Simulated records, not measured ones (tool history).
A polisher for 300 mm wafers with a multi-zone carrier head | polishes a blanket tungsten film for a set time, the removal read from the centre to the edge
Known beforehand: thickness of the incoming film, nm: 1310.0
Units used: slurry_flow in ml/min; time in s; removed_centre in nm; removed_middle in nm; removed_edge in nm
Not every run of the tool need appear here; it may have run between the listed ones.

run	hour	slurry_flow	centre_zone	middle_zone	edge_zone	slurry_solids	time	removed_centre	removed_middle	removed_edge
1	0	250	1	1	1	1	55	159.06	153.77	151.69
2	2.4	285	1	1	1	1	55	160.13	158.39	156.26
3	5.6	295	1.01	0.99	1.02	1.05	56	163.15	161.09	163.32
4	9.5	290	1.03	0.99	1.03	1.1	57	177.29	163.04	166.97
5	14.5	300	1.03	0.99	1.05	1.15	58	174.93	173.65	171
6	23	300	1.03	0.99	1.05	1.15	47	144.79	136.94	137.42
7	24.7	305	1.04	0.97	1.06	1.2	50	154.08	146.65	155.12
8	30	310	1.05	0.96	1.06	1.25	52	168.98	150.75	159.9

The next listed run, before its measurement:
9	37.1	310	1.05	0.96	1.06	1.25	52	?	?	?

removed_centre: 165.26 nm
removed_middle: 152.28 nm
removed_edge: 164.05 nm

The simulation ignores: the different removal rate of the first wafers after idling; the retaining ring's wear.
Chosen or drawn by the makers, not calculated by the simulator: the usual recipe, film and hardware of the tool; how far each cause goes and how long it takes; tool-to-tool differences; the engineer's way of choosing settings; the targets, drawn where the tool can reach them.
